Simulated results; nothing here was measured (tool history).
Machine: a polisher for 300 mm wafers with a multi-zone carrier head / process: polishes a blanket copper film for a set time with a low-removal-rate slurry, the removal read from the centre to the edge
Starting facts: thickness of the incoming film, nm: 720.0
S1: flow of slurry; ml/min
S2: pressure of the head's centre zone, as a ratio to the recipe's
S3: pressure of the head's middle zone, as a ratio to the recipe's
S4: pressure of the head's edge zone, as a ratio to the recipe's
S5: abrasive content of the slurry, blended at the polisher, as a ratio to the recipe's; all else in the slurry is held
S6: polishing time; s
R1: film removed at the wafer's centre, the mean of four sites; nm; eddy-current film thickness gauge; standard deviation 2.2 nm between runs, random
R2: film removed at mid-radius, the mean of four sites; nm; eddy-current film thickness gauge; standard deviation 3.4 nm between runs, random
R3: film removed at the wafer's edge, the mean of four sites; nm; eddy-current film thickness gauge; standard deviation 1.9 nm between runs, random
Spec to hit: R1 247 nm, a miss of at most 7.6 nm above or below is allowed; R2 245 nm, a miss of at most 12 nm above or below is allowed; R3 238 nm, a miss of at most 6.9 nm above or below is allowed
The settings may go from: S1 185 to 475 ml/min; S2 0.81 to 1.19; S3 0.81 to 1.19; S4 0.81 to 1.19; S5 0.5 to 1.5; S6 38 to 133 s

run  hour   S1    S2    S3    S4    S5  S6      R1      R2      R3
  1     0  305     1     1     1     1  85  171.55  169.04   167.4
  2   7.3  305  1.07     1     1     1  85  182.05  171.33  167.82
  3   7.8  310  1.08  1.03  1.04  1.15  89  199.98  192.29  185.87
  4  13.3  315  1.09  1.04  1.08  1.25  92  214.41  203.54  199.17
  5  18.8  315  1.09  1.04  1.13  1.25  92  214.96  200.25  204.32
  6  26.1  315  1.09  1.04  1.13  1.45  92  227.07  208.92  213.32
  7  28.8  320  1.09  1.06  1.14  1.45  94  228.35  223.23  216.21
  8  33.2  325  1.09  1.06  1.15  1.45  96  231.73  225.97  224.96
  9    39  330   1.1  1.07  1.16  1.45  97  241.79  225.71  226.67
 10  41.3  330  1.09  1.08  1.16  1.45  98  241.19  238.22  230.32
 11  48.8  330  1.09  1.08  1.17  1.45  98  239.59  234.18  227.36

Next run, 4 choices. One meets every target within its allowed miss, the rest don't. Which?
  A  56.3  395  1.11   1.1  1.19  1.45   98   ?   ?   ?
  B  56.3  350  1.01   1.1  1.18   1.5  101   ?   ?   ?
  C  56.3  360  1.03  1.05  1.19   1.5  105   ?   ?   ?
  D  56.3  255  1.03  1.19  1.13  1.35   99   ?   ?   ?

move      R1      R2      R3
   A  250.03  236.66  234.48
   B  234.25  244.18  241.18
   C  248.83  244.41  252.39
   D  222.19  243.46  220.73
A: every result within its allowed miss
B: brings the last run's worst result on target, with another outside its allowed miss
C: takes the result that was furthest off past its target
D: the biggest miss grows against the last run
Go with A: it meets all targets.
